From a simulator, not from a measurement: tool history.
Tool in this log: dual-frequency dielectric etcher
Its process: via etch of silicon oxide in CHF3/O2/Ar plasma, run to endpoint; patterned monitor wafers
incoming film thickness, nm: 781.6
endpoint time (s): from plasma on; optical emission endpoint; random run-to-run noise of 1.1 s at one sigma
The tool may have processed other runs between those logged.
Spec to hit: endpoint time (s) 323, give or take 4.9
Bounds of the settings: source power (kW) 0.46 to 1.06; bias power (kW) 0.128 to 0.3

| run | hour | source power (kW) | bias power (kW) | endpoint time (s) |
|---|---|---|---|---|
| 1 | 0 | 0.76 | 0.214 | 356.39 |
| 2 | 4.1 | 0.76 | 0.23 | 346.98 |
| 3 | 6.5 | 0.64 | 0.23 | 371.24 |
| 4 | 9.5 | 0.69 | 0.232 | 359.81 |
| 5 | 12.7 | 0.73 | 0.233 | 351.81 |
| 6 | 18.2 | 0.76 | 0.234 | 344.31 |
| 7 | 23.2 | 0.78 | 0.235 | 340.62 |
| 8 | 28.7 | 0.8 | 0.236 | 337.8 |

Of the 4 settings listed for the next run, only one would bring every result within its allowed miss of target. Which one?
| A | 34.2 | 0.77 | 0.216 | ? |
| B | 34.2 | 0.83 | 0.255 | ? |
| C | 34.2 | 0.94 | 0.243 | ? |
| D | 34.2 | 0.75 | 0.24 | ? |

| move | endpoint time (s) |
|---|---|
| A | 352.37 |
| B | 323.9 |
| C | 314.37 |
| D | 343.37 |
A: its largest miss is bigger than the last run's
B: each result inside its tolerance
C: moves the result that the last run missed by most past its target, out the other side
D: its largest miss is bigger than the last run's
So the answer is move B, the one that meets all the targets.

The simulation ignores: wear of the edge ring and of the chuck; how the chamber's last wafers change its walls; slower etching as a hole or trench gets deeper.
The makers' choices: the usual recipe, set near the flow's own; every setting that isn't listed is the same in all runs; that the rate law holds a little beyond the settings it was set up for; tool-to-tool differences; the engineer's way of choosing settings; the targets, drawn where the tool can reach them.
